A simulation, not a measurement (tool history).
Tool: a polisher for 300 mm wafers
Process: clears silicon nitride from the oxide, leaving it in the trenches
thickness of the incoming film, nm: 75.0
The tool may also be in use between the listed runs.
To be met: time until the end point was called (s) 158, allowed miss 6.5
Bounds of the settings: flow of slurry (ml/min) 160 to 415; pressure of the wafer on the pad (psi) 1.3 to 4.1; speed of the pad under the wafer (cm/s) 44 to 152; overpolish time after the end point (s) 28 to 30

| run | hour | flow of slurry (ml/min) | pressure of the wafer on the pad (psi) | speed of the pad under the wafer (cm/s) | overpolish time after the end point (s) | time until the end point was called (s) |
|---|---|---|---|---|---|---|
| 1 | 0 | 265 | 2.7 | 98 | 28 | 108.86 |
| 2 | 4.7 | 265 | 3 | 98 | 28 | 96.697 |
| 3 | 7.7 | 265 | 2.7 | 98 | 28 | 107.75 |
| 4 | 11.1 | 265 | 2.4 | 98 | 28 | 119.93 |
| 5 | 18.4 | 265 | 2.4 | 116 | 28 | 101.85 |
| 6 | 27.1 | 265 | 2.1 | 114 | 28 | 118.69 |
| 7 | 32 | 265 | 1.9 | 114 | 28 | 131.47 |
| 8 | 39.9 | 265 | 1.8 | 114 | 28 | 139.41 |
| 9 | 42.2 | 265 | 1.7 | 114 | 28 | 144.6 |

5 next moves are on the table. One of them brings every result within its allowed miss. Which?
| A | 44.5 | 235 | 2 | 110 | 28 | ? |
| B | 44.5 | 205 | 1.7 | 134 | 29 | ? |
| C | 44.5 | 235 | 1.9 | 112 | 28 | ? |
| D | 44.5 | 265 | 1.7 | 134 | 30 | ? |
| E | 44.5 | 285 | 1.4 | 128 | 28 | ? |

| move | time until the end point was called (s) |
|---|---|
| A | 131.02 |
| B | 129.47 |
| C | 135.23 |
| D | 123.86 |
| E | 154.12 |
A: further off than the last run
B: further off than the last run
C: further off than the last run
D: further off than the last run
E: meets every target
The right move is E.
